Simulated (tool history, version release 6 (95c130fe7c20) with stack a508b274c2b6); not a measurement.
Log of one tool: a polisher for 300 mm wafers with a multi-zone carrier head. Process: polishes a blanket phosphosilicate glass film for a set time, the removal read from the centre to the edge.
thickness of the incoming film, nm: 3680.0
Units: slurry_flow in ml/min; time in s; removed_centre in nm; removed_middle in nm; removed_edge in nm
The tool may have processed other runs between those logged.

run 1 day=0.000 | slurry_flow=185 centre_zone=1.00 middle_zone=1.00 edge_zone=1.00 slurry_solids=1.00 time=64 | removed_centre=302.57 removed_middle=301.99 removed_edge=313.44
run 2 day=0.325 | slurry_flow=195 centre_zone=1.03 middle_zone=1.03 edge_zone=1.02 slurry_solids=1.10 time=64 | removed_centre=320.40 removed_middle=327.41 removed_edge=330.56
run 3 day=0.629 | slurry_flow=205 centre_zone=1.06 middle_zone=1.04 edge_zone=1.02 slurry_solids=1.15 time=65 | removed_centre=345.89 removed_middle=340.11 removed_edge=335.47
run 4 day=0.988 | slurry_flow=205 centre_zone=1.06 middle_zone=1.04 edge_zone=1.08 slurry_solids=1.15 time=65 | removed_centre=344.87 removed_middle=341.91 removed_edge=344.74
run 5 day=1.333 | slurry_flow=230 centre_zone=1.06 middle_zone=1.04 edge_zone=1.08 slurry_solids=1.15 time=65 | removed_centre=357.88 removed_middle=347.33 removed_edge=350.76
run 6 day=1.679 | slurry_flow=235 centre_zone=1.07 middle_zone=1.05 edge_zone=1.09 slurry_solids=1.20 time=66 | removed_centre=365.18 removed_middle=366.27 removed_edge=361.29
run 7 day=1.858 | slurry_flow=250 centre_zone=1.17 middle_zone=1.04 edge_zone=1.06 slurry_solids=1.45 time=75 | removed_centre=485.69 removed_middle=438.03 removed_edge=428.67
-- day=2.208 slurry nozzle cleaned
run 8 day=2.208 | slurry_flow=255 centre_zone=1.17 middle_zone=1.05 edge_zone=1.06 slurry_solids=1.45 time=75 | removed_centre=517.37 removed_middle=455.29 removed_edge=449.28

The next listed run, before its measurement:
run 9 day=2.454 | slurry_flow=250 centre_zone=1.16 middle_zone=1.06 edge_zone=1.05 slurry_solids=1.45 time=75 | removed_centre=? removed_middle=? removed_edge=?

removed_centre: 507.77 nm
removed_middle: 469.99 nm
removed_edge: 444.18 nm
